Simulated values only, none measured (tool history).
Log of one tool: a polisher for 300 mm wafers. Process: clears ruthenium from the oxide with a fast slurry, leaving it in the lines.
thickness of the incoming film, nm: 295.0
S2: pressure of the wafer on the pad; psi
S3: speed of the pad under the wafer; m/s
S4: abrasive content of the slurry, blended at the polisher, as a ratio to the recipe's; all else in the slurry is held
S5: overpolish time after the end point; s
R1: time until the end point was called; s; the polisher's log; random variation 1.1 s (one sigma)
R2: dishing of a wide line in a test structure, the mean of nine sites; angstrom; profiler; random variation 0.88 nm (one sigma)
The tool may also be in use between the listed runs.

run 1 hour=0 | flow_of_slurry_(ml/min)=210 S2=2.1 S3=0.76 S4=1 S5=23 | R1=102.09 R2=538.39
run 2 hour=8.9 | flow_of_slurry_(ml/min)=210 S2=2.1 S3=0.88 S4=1 S5=23 | R1=90.628 R2=563.38
run 3 hour=9.4 | flow_of_slurry_(ml/min)=210 S2=2.1 S3=0.88 S4=1 S5=20 | R1=89.281 R2=502.3
run 4 hour=10.7 | flow_of_slurry_(ml/min)=210 S2=1.7 S3=0.88 S4=1 S5=20 | R1=109.12 R2=439.82
run 5 hour=14.3 | flow_of_slurry_(ml/min)=210 S2=1.3 S3=0.88 S4=1 S5=20 | R1=139.92 R2=364.14
run 6 hour=18.8 | flow_of_slurry_(ml/min)=215 S2=1.3 S3=0.88 S4=1 S5=21 | R1=139.03 R2=361.95
run 7 hour=25.2 | flow_of_slurry_(ml/min)=215 S2=1.3 S3=0.88 S4=1 S5=22 | R1=138.03 R2=376.09

The next listed run, before its measurement:
run 8 hour=28.8 | flow_of_slurry_(ml/min)=215 S2=1.3 S3=0.88 S4=1 S5=23 | R1=? R2=?

R1: 139.79 s
R2: 410.29 angstrom

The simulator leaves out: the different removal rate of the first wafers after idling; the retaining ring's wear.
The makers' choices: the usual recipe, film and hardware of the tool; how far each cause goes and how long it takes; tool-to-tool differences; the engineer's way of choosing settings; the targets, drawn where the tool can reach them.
